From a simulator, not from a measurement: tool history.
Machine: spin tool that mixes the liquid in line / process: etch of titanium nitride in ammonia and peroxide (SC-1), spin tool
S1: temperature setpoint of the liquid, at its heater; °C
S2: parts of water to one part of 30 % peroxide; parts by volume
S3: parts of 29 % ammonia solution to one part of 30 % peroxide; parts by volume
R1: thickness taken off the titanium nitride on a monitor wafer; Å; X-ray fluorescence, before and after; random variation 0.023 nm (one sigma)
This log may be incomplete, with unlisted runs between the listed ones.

run 1 hour=0.0 | S1=62 S2=16.5 S3=0.45 time_under_the_liquid_(s)=35 | R1=36.338
run 2 hour=3.6 | S1=62 S2=16.5 S3=0.60 time_under_the_liquid_(s)=35 | R1=38.172
run 3 hour=7.9 | S1=62 S2=16.5 S3=0.60 time_under_the_liquid_(s)=25 | R1=27.292
run 4 hour=11.5 | S1=62 S2=16.5 S3=0.55 time_under_the_liquid_(s)=25 | R1=27.211
run 5 hour=19.6 | S1=62 S2=16.5 S3=0.55 time_under_the_liquid_(s)=25 | R1=27.172
run 6 hour=20.4 | S1=55 S2=16.5 S3=0.55 time_under_the_liquid_(s)=25 | R1=16.901

Predict the results of run 7:
run 7 hour=21.5 | S1=59 S2=16.5 S3=0.55 time_under_the_liquid_(s)=25 | R1=?

{"run 7": {"R1": 22.135}}
